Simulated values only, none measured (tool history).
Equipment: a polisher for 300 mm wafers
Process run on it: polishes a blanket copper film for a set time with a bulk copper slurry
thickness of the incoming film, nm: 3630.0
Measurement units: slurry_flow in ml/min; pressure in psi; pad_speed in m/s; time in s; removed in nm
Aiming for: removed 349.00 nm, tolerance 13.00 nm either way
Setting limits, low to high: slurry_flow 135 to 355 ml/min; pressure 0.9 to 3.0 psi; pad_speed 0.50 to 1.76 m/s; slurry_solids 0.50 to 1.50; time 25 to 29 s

{"run": 1, "hour": 0.0, "slurry_flow": 225, "pressure": 1.9, "pad_speed": 1.12, "slurry_solids": 1.0, "time": 29, "removed": 208.55}
{"run": 2, "hour": 2.4, "slurry_flow": 225, "pressure": 2.1, "pad_speed": 1.12, "slurry_solids": 1.0, "time": 29, "removed": 222.14}
{"run": 3, "hour": 8.0, "slurry_flow": 225, "pressure": 1.6, "pad_speed": 1.12, "slurry_solids": 1.0, "time": 29, "removed": 178.69}
{"run": 4, "hour": 15.5, "slurry_flow": 225, "pressure": 1.8, "pad_speed": 1.12, "slurry_solids": 1.0, "time": 29, "removed": 197.71}
{"run": 5, "hour": 18.5, "slurry_flow": 225, "pressure": 2.0, "pad_speed": 1.12, "slurry_solids": 1.0, "time": 29, "removed": 214.68}
{"run": 6, "hour": 20.5, "slurry_flow": 225, "pressure": 2.0, "pad_speed": 1.12, "slurry_solids": 0.8, "time": 29, "removed": 212.04}
{"run": 7, "hour": 24.4, "slurry_flow": 225, "pressure": 2.2, "pad_speed": 1.12, "slurry_solids": 0.8, "time": 29, "removed": 229.58}
{"run": 8, "hour": 25.0, "slurry_flow": 230, "pressure": 2.8, "pad_speed": 1.2, "slurry_solids": 0.8, "time": 29, "removed": 301.7}

Pick the move, out of 4, that brings all results within their allowed miss; only one does.
{"run": "A", "hour": 25.6, "slurry_flow": 230, "pressure": 2.9, "pad_speed": 1.3, "slurry_solids": 0.9, "time": 27, "removed": "?"}
{"run": "B", "hour": 25.6, "slurry_flow": 240, "pressure": 2.9, "pad_speed": 1.04, "slurry_solids": 0.6, "time": 27, "removed": "?"}
{"run": "C", "hour": 25.6, "slurry_flow": 195, "pressure": 2.7, "pad_speed": 1.46, "slurry_solids": 0.8, "time": 29, "removed": "?"}
{"run": "D", "hour": 25.6, "slurry_flow": 235, "pressure": 3.0, "pad_speed": 1.24, "slurry_solids": 0.95, "time": 27, "removed": "?"}

move=A removed=313.55
move=B removed=242.71
move=C removed=341.55
move=D removed=311.41
A: nearer than the last run, and not there yet
B: the biggest miss grows against the last run
C: every result within its allowed miss
D: nearer than the last run, and not there yet
So the answer is move C, the one that meets all the targets.
